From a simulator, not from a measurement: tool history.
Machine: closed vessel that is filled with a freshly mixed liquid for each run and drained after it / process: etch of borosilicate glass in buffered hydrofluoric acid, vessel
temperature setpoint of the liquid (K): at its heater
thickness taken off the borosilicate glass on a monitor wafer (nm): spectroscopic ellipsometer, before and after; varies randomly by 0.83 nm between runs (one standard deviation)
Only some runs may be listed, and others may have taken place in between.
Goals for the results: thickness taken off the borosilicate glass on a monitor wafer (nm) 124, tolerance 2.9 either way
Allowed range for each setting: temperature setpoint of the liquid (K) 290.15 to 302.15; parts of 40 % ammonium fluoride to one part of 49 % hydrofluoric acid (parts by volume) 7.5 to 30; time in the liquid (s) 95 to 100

run,hour,temperature setpoint of the liquid (K),parts of 40 % ammonium fluoride to one part of 49 % hydrofluoric acid (parts by volume),time in the liquid (s),thickness taken off the borosilicate glass on a monitor wafer (nm)
1,0,294.15,21,95,54.562
2,6.8,290.65,21,95,46.031
3,12.5,292.15,19.5,95,52.215
4,15.1,293.15,18.5,95,58.877
5,23.2,293.15,18.5,100,61.446
6,27.3,293.15,21,100,55.665
7,32,294.15,20,100,60.806
8,37,298.15,13,100,113.74

Next run, 4 choices. One meets every target within its allowed miss, the rest don't. Which?
A,42,296.15,9.5,95,?
B,42,298.65,11,95,?
C,42,299.15,14,100,?
D,42,294.65,10,100,?

move,thickness taken off the borosilicate glass on a monitor wafer (nm)
A,131.81
B,132.67
C,113.02
D,123.79
A: moves the result that the last run missed by most past its target, out the other side
B: moves the result that the last run missed by most past its target, out the other side
C: misses by more than the last run did
D: meets every target
So the answer is move D, the one that meets all the targets.
